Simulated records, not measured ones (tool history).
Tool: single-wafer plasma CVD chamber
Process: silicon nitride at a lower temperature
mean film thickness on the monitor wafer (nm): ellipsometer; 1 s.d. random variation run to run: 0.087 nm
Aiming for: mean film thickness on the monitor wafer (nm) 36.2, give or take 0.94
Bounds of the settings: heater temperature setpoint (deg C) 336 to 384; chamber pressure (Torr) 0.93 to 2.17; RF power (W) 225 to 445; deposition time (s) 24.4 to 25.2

run,hour,heater temperature setpoint (deg C),chamber pressure (Torr),RF power (W),deposition time (s),mean film thickness on the monitor wafer (nm)
1,0,360,1.55,335,24.4,30.324
2,6.4,360,1.63,345,24.5,31.664
3,11.4,360,1.7,350,24.5,32.446
4,14.3,360,1.76,355,24.5,33.054
5,15.6,360,1.76,375,24.5,34.688
6,20.3,360,1.76,375,24.4,34.598
7,28.4,360,1.79,375,24.4,34.623
8,29.2,360,1.82,375,24.4,34.866
9,31.8,360,1.82,375,24.4,34.781
10,39.9,360,1.84,375,24.4,34.866

Which one of the following 4 next-run settings gets every result inside its allowed miss? There is exactly one.
A,48,358,1.82,355,24.8,?
B,48,360,1.61,350,24.4,?
C,48,370,1.91,390,24.4,?
D,48,358,2.17,330,25.2,?

move,mean film thickness on the monitor wafer (nm)
A,34.036
B,32.037
C,36.479
D,33.906
A: its largest miss is bigger than the last run's
B: its largest miss is bigger than the last run's
C: every result lands within tolerance
D: its largest miss is bigger than the last run's
Go with C: it meets all targets.
